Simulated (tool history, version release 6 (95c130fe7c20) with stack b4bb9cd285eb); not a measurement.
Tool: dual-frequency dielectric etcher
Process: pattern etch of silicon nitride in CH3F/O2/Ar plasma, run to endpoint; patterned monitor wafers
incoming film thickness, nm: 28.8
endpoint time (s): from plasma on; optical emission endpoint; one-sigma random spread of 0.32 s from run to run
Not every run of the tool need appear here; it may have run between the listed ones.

run    day  source power (kW)  bias power (kW)  endpoint time (s)
  1      0                0.3            0.088             46.635
  2   0.05                0.3            0.098             44.594
  3  0.371                0.3            0.111             43.352
  4  0.454                0.3            0.097             44.391
  5  0.675               0.28            0.097             45.392
  6  1.033               0.29              0.1             44.222
  7  1.092                0.3            0.103             43.317
  8  1.333               0.31            0.104             43.119
  9  1.483               0.31            0.104             43.645
 10  1.525               0.32            0.107              42.43

What does the tool deliver on the next run?
 11  1.688               0.33            0.108                  ?

{"run 11": {"endpoint time (s)": 41.819}}

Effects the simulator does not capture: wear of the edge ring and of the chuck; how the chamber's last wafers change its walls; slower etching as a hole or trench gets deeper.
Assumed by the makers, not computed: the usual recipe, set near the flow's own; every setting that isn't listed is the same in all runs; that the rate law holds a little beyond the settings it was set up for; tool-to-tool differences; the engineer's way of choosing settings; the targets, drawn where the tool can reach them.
